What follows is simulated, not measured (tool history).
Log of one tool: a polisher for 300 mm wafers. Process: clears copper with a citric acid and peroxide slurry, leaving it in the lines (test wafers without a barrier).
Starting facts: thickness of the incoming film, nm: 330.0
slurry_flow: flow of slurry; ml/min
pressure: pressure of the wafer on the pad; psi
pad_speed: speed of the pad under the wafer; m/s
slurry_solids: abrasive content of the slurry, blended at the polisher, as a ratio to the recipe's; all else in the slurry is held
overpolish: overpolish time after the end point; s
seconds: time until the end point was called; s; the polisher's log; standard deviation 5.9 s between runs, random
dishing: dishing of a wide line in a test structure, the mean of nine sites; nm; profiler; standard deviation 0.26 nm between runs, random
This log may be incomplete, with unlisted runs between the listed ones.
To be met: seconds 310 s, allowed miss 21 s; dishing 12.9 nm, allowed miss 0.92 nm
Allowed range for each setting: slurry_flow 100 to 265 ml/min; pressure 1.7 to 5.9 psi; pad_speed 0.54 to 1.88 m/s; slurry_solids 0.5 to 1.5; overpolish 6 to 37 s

{"run": 1, "hour": 0.0, "slurry_flow": 170, "pressure": 3.8, "pad_speed": 1.2, "slurry_solids": 1, "overpolish": 19, "seconds": 123.73, "dishing": 38.107}
{"run": 2, "hour": 3.5, "slurry_flow": 170, "pressure": 3.6, "pad_speed": 1.14, "slurry_solids": 1, "overpolish": 18, "seconds": 130.74, "dishing": 32.493}
{"run": 3, "hour": 9.8, "slurry_flow": 170, "pressure": 3.4, "pad_speed": 1.08, "slurry_solids": 1, "overpolish": 18, "seconds": 147.08, "dishing": 28.855}
{"run": 4, "hour": 15.5, "slurry_flow": 170, "pressure": 3.2, "pad_speed": 1.04, "slurry_solids": 1, "overpolish": 18, "seconds": 161.56, "dishing": 26.594}
{"run": 5, "hour": 18.6, "slurry_flow": 170, "pressure": 3.5, "pad_speed": 1.04, "slurry_solids": 1, "overpolish": 18, "seconds": 148.43, "dishing": 28.071}
{"run": 6, "hour": 19.2, "slurry_flow": 170, "pressure": 3.3, "pad_speed": 1, "slurry_solids": 1, "overpolish": 18, "seconds": 160.42, "dishing": 26.262}
{"run": 7, "hour": 21.1, "slurry_flow": 170, "pressure": 3.1, "pad_speed": 0.96, "slurry_solids": 1, "overpolish": 18, "seconds": 176.78, "dishing": 23.198}
{"run": 8, "hour": 25.8, "slurry_flow": 170, "pressure": 3, "pad_speed": 0.94, "slurry_solids": 1, "overpolish": 18, "seconds": 197.31, "dishing": 22.68}
{"hour": 33.5, "done": "slurry nozzle cleaned"}
{"run": 9, "hour": 33.5, "slurry_flow": 170, "pressure": 2.9, "pad_speed": 0.94, "slurry_solids": 1, "overpolish": 18, "seconds": 178.19, "dishing": 23.423}
{"run": 10, "hour": 34.1, "slurry_flow": 170, "pressure": 2.8, "pad_speed": 0.9, "slurry_solids": 1, "overpolish": 18, "seconds": 199.21, "dishing": 21.91}
{"run": 11, "hour": 35.4, "slurry_flow": 170, "pressure": 2.7, "pad_speed": 0.88, "slurry_solids": 1, "overpolish": 18, "seconds": 216.65, "dishing": 20.329}
{"run": 12, "hour": 42.3, "slurry_flow": 170, "pressure": 2.6, "pad_speed": 0.86, "slurry_solids": 1, "overpolish": 18, "seconds": 222.84, "dishing": 19.035}

Of the 4 settings listed for the next run, only one would bring every result within its allowed miss of target. Which one?
{"run": "A", "hour": 49.2, "slurry_flow": 150, "pressure": 2.6, "pad_speed": 0.54, "slurry_solids": 1, "overpolish": 18, "seconds": "?", "dishing": "?"}
{"run": "B", "hour": 49.2, "slurry_flow": 175, "pressure": 1.8, "pad_speed": 0.84, "slurry_solids": 1, "overpolish": 16, "seconds": "?", "dishing": "?"}
{"run": "C", "hour": 49.2, "slurry_flow": 160, "pressure": 1.9, "pad_speed": 0.72, "slurry_solids": 0.9, "overpolish": 21, "seconds": "?", "dishing": "?"}
{"run": "D", "hour": 49.2, "slurry_flow": 135, "pressure": 2.8, "pad_speed": 0.54, "slurry_solids": 0.75, "overpolish": 18, "seconds": "?", "dishing": "?"}

move=A seconds=354.93 dishing=12.867
move=B seconds=323.32 dishing=12.481
move=C seconds=364.78 dishing=14.418
move=D seconds=349.37 dishing=13.076
A: puts the biggest miss on target and leaves a different result outside tolerance
B: each result inside its tolerance
C: better than the last run, though not everything is in spec
D: puts the biggest miss on target and leaves a different result outside tolerance
Answer: B
